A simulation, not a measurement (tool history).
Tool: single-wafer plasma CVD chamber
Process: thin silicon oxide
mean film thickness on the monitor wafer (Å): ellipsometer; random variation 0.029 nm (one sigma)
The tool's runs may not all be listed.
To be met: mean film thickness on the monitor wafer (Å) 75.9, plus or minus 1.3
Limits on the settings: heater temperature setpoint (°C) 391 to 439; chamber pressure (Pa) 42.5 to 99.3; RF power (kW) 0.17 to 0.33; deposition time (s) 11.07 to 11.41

run	hour	heater temperature setpoint (°C)	chamber pressure (Pa)	RF power (kW)	deposition time (s)	mean film thickness on the monitor wafer (Å)
1	0	415	70.9	0.25	11.07	103.12
2	0.8	415	65.6	0.25	11.07	97.304
3	5.1	405	65.6	0.25	11.07	97.677
4	13.3	410	65.6	0.25	11.07	96.464
5	19.5	410	72.7	0.25	11.07	104.97
6	27.4	410	72.7	0.275	11.07	110.78
7	29.6	410	64.9	0.275	11.07	102.1
8	34.3	410	59.1	0.27	11.07	93.179
9	37.6	410	54.8	0.27	11.07	86.957
10	41.8	410	52.3	0.27	11.07	84.551
11	46.4	410	50.1	0.27	11.07	81.332
12	48.1	410	48.8	0.27	11.07	80.156
# hour 50.3: capacitance manometer re-zeroed and calibrated
13	50.3	410	47.7	0.27	11.07	83.497
14	57.9	410	46.4	0.26	11.07	80.169
15	61.7	411	45.3	0.255	11.07	78.385

5 candidate next runs follow, results not yet known. Just one meets every target within its allowed miss. Identify it.
A	65.5	404	45.6	0.26	11.37	?
B	65.5	404	43.3	0.295	11.15	?
C	65.5	424	48.5	0.255	11.41	?
D	65.5	418	52.1	0.245	11.07	?
E	65.5	402	47.7	0.225	11.07	?

move	mean film thickness on the monitor wafer (Å)
A	82.113
B	82.585
C	84.329
D	84.949
E	76.541
A: the biggest miss grows against the last run
B: the biggest miss grows against the last run
C: the biggest miss grows against the last run
D: the biggest miss grows against the last run
E: meets every target
The right move is E.
